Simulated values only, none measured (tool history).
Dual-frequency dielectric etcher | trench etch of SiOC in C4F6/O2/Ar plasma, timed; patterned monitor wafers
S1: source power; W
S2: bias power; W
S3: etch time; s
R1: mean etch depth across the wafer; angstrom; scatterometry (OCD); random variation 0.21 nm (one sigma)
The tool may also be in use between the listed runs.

| run | hour | S1 | S2 | S3 | R1 |
|---|---|---|---|---|---|
| 1 | 0 | 470 | 248 | 13.5 | 336.91 |
| 2 | 6.3 | 500 | 255 | 13.5 | 349.72 |
| 3 | 11.8 | 420 | 255 | 13.5 | 323.12 |
| 4 | 16.7 | 450 | 255 | 13.5 | 332.73 |
| 5 | 18.7 | 450 | 294 | 13.5 | 350.42 |
| 6 | 20.1 | 480 | 296 | 13.5 | 361.32 |
| 7 | 25.2 | 500 | 298 | 13.5 | 366.55 |
| 8 | 30.4 | 520 | 300 | 13.5 | 373.84 |
| 9 | 34 | 540 | 302 | 13.5 | 382.56 |
| 10 | 39.3 | 550 | 303 | 13.5 | 385.36 |
| 11 | 48.1 | 560 | 304 | 13.5 | 389.33 |
| 12 | 49.8 | 570 | 305 | 13.5 | 391.49 |

What does the tool deliver on the next run?
| 13 | 54.2 | 580 | 306 | 13.5 | ? |

R1: 396.28 angstrom
